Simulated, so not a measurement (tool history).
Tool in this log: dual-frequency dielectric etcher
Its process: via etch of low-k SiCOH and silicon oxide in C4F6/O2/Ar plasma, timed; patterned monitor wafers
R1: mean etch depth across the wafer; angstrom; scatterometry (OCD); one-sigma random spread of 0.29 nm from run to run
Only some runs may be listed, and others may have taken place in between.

Run 1, hour 0.0: source power (W) 280, bias power (W) 239, etch time (s) 29.0. Result: R1 730.55 angstrom.
Run 2, hour 1.3: source power (W) 280, bias power (W) 263, etch time (s) 29.0. Result: R1 760.38 angstrom.
Run 3, hour 4.7: source power (W) 270, bias power (W) 260, etch time (s) 29.0. Result: R1 741.68 angstrom.
Run 4, hour 5.8: source power (W) 270, bias power (W) 244, etch time (s) 29.0. Result: R1 730.49 angstrom.
Run 5, hour 14.5: source power (W) 260, bias power (W) 241, etch time (s) 29.0. Result: R1 720.33 angstrom.
Run 6, hour 20.6: source power (W) 250, bias power (W) 238, etch time (s) 29.0. Result: R1 706.74 angstrom.

Run 7 comes next. What will it give?
Run 7, hour 27.1: source power (W) 240, bias power (W) 236, etch time (s) 29.0. Result: R1 ?.

R1: 701.36 angstrom
